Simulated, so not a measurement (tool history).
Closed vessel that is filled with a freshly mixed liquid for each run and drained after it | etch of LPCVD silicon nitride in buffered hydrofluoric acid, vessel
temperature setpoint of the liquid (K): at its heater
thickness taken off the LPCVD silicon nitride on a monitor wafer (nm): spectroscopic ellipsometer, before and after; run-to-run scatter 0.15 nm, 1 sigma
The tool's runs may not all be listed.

| run | hour | temperature setpoint of the liquid (K) | parts of 40 % ammonium fluoride to one part of 49 % hydrofluoric acid (parts by volume) | time in the liquid (s) | thickness taken off the LPCVD silicon nitride on a monitor wafer (nm) |
|---|---|---|---|---|---|
| 1 | 0 | 295.15 | 8.5 | 1005 | 14.681 |
| 2 | 7 | 295.15 | 8.5 | 1070 | 15.601 |
| 3 | 12.8 | 297.65 | 8 | 1070 | 19.163 |
| 4 | 15.7 | 299.15 | 8 | 1070 | 20.828 |
| 5 | 18.9 | 299.15 | 9.5 | 1070 | 17.77 |
| 6 | 21.2 | 299.15 | 11 | 1070 | 15.5 |
| 7 | 24.7 | 300.15 | 10 | 1070 | 17.981 |
| 8 | 28.6 | 301.15 | 9.5 | 1070 | 19.929 |
| 9 | 30.5 | 301.15 | 9.5 | 1070 | 19.576 |
| 10 | 37.5 | 301.65 | 9 | 1070 | 20.772 |
| 11 | 43.7 | 302.15 | 8.5 | 1070 | 22.971 |

For run 12, what comes out?
| 12 | 46.2 | 302.65 | 8 | 1070 | ? |

Run 12 came out at thickness taken off the LPCVD silicon nitride on a monitor wafer (nm) 25.11.
